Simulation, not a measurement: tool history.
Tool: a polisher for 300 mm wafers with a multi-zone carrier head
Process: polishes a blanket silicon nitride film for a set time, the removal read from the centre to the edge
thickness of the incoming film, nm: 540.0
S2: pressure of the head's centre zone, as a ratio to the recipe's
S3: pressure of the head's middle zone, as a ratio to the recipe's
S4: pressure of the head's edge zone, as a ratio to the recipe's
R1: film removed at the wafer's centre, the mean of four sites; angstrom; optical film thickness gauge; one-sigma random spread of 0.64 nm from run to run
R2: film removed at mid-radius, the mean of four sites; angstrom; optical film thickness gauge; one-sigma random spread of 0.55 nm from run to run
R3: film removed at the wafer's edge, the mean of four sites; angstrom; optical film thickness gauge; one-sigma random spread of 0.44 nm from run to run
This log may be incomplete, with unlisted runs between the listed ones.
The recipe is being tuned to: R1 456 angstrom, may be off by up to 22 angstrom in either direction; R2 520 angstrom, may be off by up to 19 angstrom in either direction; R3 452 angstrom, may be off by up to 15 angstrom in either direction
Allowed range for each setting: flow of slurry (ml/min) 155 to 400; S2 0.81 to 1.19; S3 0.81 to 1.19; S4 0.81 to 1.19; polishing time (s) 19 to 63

{"run": 1, "hour": 0.0, "flow of slurry (ml/min)": 255, "S2": 1, "S3": 1, "S4": 1, "polishing time (s)": 41, "R1": 647.75, "R2": 645.71, "R3": 620.43}
{"run": 2, "hour": 1.7, "flow of slurry (ml/min)": 255, "S2": 1, "S3": 1, "S4": 0.92, "polishing time (s)": 41, "R1": 643.7, "R2": 639.22, "R3": 596.09}
{"run": 3, "hour": 3.9, "flow of slurry (ml/min)": 255, "S2": 1, "S3": 1, "S4": 0.92, "polishing time (s)": 50, "R1": 772.69, "R2": 797.38, "R3": 721.83}
{"run": 4, "hour": 4.4, "flow of slurry (ml/min)": 255, "S2": 1, "S3": 1, "S4": 0.84, "polishing time (s)": 50, "R1": 805, "R2": 787.92, "R3": 696.44}
{"run": 5, "hour": 8.5, "flow of slurry (ml/min)": 310, "S2": 1, "S3": 1, "S4": 0.84, "polishing time (s)": 50, "R1": 818.79, "R2": 805.63, "R3": 701.52}
{"run": 6, "hour": 14.7, "flow of slurry (ml/min)": 280, "S2": 1, "S3": 1, "S4": 0.84, "polishing time (s)": 50, "R1": 792.86, "R2": 787.2, "R3": 705.04}
{"run": 7, "hour": 18.2, "flow of slurry (ml/min)": 280, "S2": 0.97, "S3": 1.02, "S4": 0.84, "polishing time (s)": 44, "R1": 676.33, "R2": 695.05, "R3": 618.7}
{"run": 8, "hour": 25.1, "flow of slurry (ml/min)": 280, "S2": 0.96, "S3": 1.05, "S4": 0.84, "polishing time (s)": 40, "R1": 617.85, "R2": 647.84, "R3": 552.46}
{"run": 9, "hour": 30.8, "flow of slurry (ml/min)": 280, "S2": 0.96, "S3": 1.05, "S4": 0.84, "polishing time (s)": 40, "R1": 605.43, "R2": 656.66, "R3": 553.88}
{"run": 10, "hour": 39.0, "flow of slurry (ml/min)": 275, "S2": 0.94, "S3": 1.05, "S4": 0.84, "polishing time (s)": 37, "R1": 547.41, "R2": 609.18, "R3": 517.83}
{"run": 11, "hour": 43.5, "flow of slurry (ml/min)": 275, "S2": 0.94, "S3": 1.05, "S4": 0.84, "polishing time (s)": 37, "R1": 556.57, "R2": 606.73, "R3": 520.39}
{"run": 12, "hour": 46.0, "flow of slurry (ml/min)": 270, "S2": 0.93, "S3": 1.05, "S4": 0.83, "polishing time (s)": 35, "R1": 523.07, "R2": 563.43, "R3": 482.55}
{"run": 13, "hour": 52.6, "flow of slurry (ml/min)": 260, "S2": 0.91, "S3": 1.05, "S4": 0.82, "polishing time (s)": 35, "R1": 512.71, "R2": 562.16, "R3": 483.43}
{"run": 14, "hour": 56.8, "flow of slurry (ml/min)": 255, "S2": 0.89, "S3": 1.05, "S4": 0.82, "polishing time (s)": 34, "R1": 492, "R2": 547.83, "R3": 470.48}
{"run": 15, "hour": 61.6, "flow of slurry (ml/min)": 250, "S2": 0.88, "S3": 1.05, "S4": 0.82, "polishing time (s)": 34, "R1": 475.76, "R2": 556.53, "R3": 466.39}
{"run": 16, "hour": 64.4, "flow of slurry (ml/min)": 245, "S2": 0.88, "S3": 1.04, "S4": 0.82, "polishing time (s)": 34, "R1": 462.64, "R2": 546.46, "R3": 474.64}
{"run": 17, "hour": 73.3, "flow of slurry (ml/min)": 245, "S2": 0.89, "S3": 1.04, "S4": 0.82, "polishing time (s)": 34, "R1": 478.02, "R2": 540.78, "R3": 467.66}

5 next moves are on the table. One of them brings every result within its allowed miss. Which?
{"run": "A", "hour": 82.2, "flow of slurry (ml/min)": 155, "S2": 0.88, "S3": 0.98, "S4": 0.89, "polishing time (s)": 37, "R1": "?", "R2": "?", "R3": "?"}
{"run": "B", "hour": 82.2, "flow of slurry (ml/min)": 230, "S2": 0.86, "S3": 0.99, "S4": 0.92, "polishing time (s)": 33, "R1": "?", "R2": "?", "R3": "?"}
{"run": "C", "hour": 82.2, "flow of slurry (ml/min)": 265, "S2": 0.83, "S3": 1, "S4": 0.88, "polishing time (s)": 36, "R1": "?", "R2": "?", "R3": "?"}
{"run": "D", "hour": 82.2, "flow of slurry (ml/min)": 220, "S2": 0.9, "S3": 1.09, "S4": 0.89, "polishing time (s)": 32, "R1": "?", "R2": "?", "R3": "?"}
{"run": "E", "hour": 82.2, "flow of slurry (ml/min)": 155, "S2": 0.93, "S3": 0.98, "S4": 0.81, "polishing time (s)": 37, "R1": "?", "R2": "?", "R3": "?"}

move=A R1=477.13 R2=523.64 R3=499.16
move=B R1=449.7 R2=502.98 R3=474.36
move=C R1=486.28 R2=563.26 R3=513.75
move=D R1=449.61 R2=525.99 R3=450.38
move=E R1=498.97 R2=523.58 R3=478.61
A: puts the biggest miss on target and leaves a different result outside tolerance
B: puts the biggest miss on target and leaves a different result outside tolerance
C: misses by more than the last run did
D: meets every target
E: puts the biggest miss on target and leaves a different result outside tolerance
Go with D: it meets all targets.

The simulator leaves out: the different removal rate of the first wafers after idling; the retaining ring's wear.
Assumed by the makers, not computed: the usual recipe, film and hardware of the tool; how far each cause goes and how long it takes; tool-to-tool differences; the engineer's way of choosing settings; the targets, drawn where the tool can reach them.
